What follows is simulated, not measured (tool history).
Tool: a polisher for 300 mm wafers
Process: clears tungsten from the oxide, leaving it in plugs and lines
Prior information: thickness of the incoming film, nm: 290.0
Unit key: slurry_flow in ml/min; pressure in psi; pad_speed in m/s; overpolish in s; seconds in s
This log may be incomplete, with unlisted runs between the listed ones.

run    day  slurry_flow  pressure  pad_speed  slurry_solids  overpolish  seconds
  1      0          230       2.8       0.96              1           5   78.812
  2    0.2          230       2.8        1.2              1           5   62.671
  3  0.529          230       2.5        1.2              1           5   68.293
  4  0.879          230       2.3        1.2              1           5   76.766
  5  1.154          230       2.3        1.2            0.9           5   77.424
  6  1.212          200       2.3        1.2            0.9           5   77.822
  7  1.458          200       2.2        1.2            0.9           5   82.729

Expected results for the next run?
  8  1.679          200       2.1        1.2            0.9           5        ?

{"run 8": {"seconds": 81.707}}

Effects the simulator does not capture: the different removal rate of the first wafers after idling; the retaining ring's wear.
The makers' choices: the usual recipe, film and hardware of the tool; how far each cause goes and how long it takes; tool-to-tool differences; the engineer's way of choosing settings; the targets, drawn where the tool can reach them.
